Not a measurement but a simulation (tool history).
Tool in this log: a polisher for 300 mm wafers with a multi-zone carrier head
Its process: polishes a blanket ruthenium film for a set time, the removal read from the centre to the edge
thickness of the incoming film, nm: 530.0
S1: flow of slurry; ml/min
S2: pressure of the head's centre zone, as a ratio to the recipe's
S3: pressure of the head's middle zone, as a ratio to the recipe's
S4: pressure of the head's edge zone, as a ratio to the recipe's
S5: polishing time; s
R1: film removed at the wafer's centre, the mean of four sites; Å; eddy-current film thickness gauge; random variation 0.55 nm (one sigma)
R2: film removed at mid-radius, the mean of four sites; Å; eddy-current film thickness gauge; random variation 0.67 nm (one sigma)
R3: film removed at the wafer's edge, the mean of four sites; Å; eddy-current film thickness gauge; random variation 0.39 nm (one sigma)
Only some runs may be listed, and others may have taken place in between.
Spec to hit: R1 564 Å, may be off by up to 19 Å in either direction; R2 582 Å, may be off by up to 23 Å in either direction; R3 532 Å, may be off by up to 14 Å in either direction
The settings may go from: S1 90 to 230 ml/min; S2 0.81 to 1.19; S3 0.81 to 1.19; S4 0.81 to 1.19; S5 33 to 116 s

Run 1, hour 0: S1 150 ml/min, S2 1, S3 1, S4 1, S5 74 s. Result: R1 701.97 Å, R2 711.24 Å, R3 685.47 Å.
Run 2, hour 1.8: S1 150 ml/min, S2 1.07, S3 1, S4 1, S5 74 s. Result: R1 745.2 Å, R2 701.5 Å, R3 684.71 Å.
Run 3, hour 3.4: S1 135 ml/min, S2 1.07, S3 1, S4 1, S5 74 s. Result: R1 742.23 Å, R2 692.17 Å, R3 669.21 Å.
Run 4, hour 4.8: S1 130 ml/min, S2 1.06, S3 1, S4 0.99, S5 73 s. Result: R1 715.43 Å, R2 663.9 Å, R3 661.65 Å.
Run 5, hour 8.8: S1 130 ml/min, S2 1.05, S3 1.01, S4 0.98, S5 72 s. Result: R1 698.28 Å, R2 661.5 Å, R3 645.6 Å.
Run 6, hour 14.7: S1 130 ml/min, S2 1.05, S3 1.01, S4 1.05, S5 72 s. Result: R1 704.15 Å, R2 663.9 Å, R3 655.84 Å.
Run 7, hour 21.8: S1 130 ml/min, S2 1.05, S3 1.02, S4 1.04, S5 71 s. Result: R1 683.73 Å, R2 663.26 Å, R3 661.91 Å.
Run 8, hour 29.5: S1 130 ml/min, S2 1.04, S3 1.02, S4 1.02, S5 70 s. Result: R1 666.55 Å, R2 663.87 Å, R3 640.13 Å.
Run 9, hour 35.1: S1 100 ml/min, S2 0.96, S3 0.92, S4 0.92, S5 65 s. Result: R1 536.04 Å, R2 532.88 Å, R3 548.22 Å.
Run 10, hour 43.6: S1 100 ml/min, S2 0.96, S3 0.93, S4 0.91, S5 65 s. Result: R1 553.03 Å, R2 534.62 Å, R3 542.85 Å.
Run 11, hour 52: S1 100 ml/min, S2 0.96, S3 0.94, S4 0.91, S5 65 s. Result: R1 545.75 Å, R2 547.53 Å, R3 539.49 Å.
Run 12, hour 56.5: S1 105 ml/min, S2 0.97, S3 0.97, S4 0.89, S5 65 s. Result: R1 548.03 Å, R2 558.16 Å, R3 540.71 Å.
Run 13, hour 57.4: S1 105 ml/min, S2 0.97, S3 0.97, S4 0.89, S5 65 s. Result: R1 548.92 Å, R2 551.67 Å, R3 537.85 Å.

Next run, 5 choices. One meets every target within its allowed miss, the rest don't. Which?
Run A, hour 58.3: S1 90 ml/min, S2 1.04, S3 0.89, S4 0.84, S5 67 s. Result: R1 ?, R2 ?, R3 ?.
Run B, hour 58.3: S1 115 ml/min, S2 1, S3 1.05, S4 0.88, S5 63 s. Result: R1 ?, R2 ?, R3 ?.
Run C, hour 58.3: S1 105 ml/min, S2 1.05, S3 0.85, S4 0.91, S5 63 s. Result: R1 ?, R2 ?, R3 ?.
Run D, hour 58.3: S1 100 ml/min, S2 0.94, S3 0.88, S4 0.95, S5 66 s. Result: R1 ?, R2 ?, R3 ?.
Run E, hour 58.3: S1 120 ml/min, S2 0.99, S3 0.97, S4 0.91, S5 60 s. Result: R1 ?, R2 ?, R3 ?.

move      R1      R2      R3
   A   591.2  508.46  531.81
   B  569.36  579.92  528.78
   C  584.27  476.63   531.3
   D   540.9   508.6  563.48
   E  541.76  520.95     515
A: moves away from the targets compared with the last run
B: all results land within tolerance of their targets
C: moves away from the targets compared with the last run
D: moves away from the targets compared with the last run
E: moves away from the targets compared with the last run
Correct choice: B, which meets every target
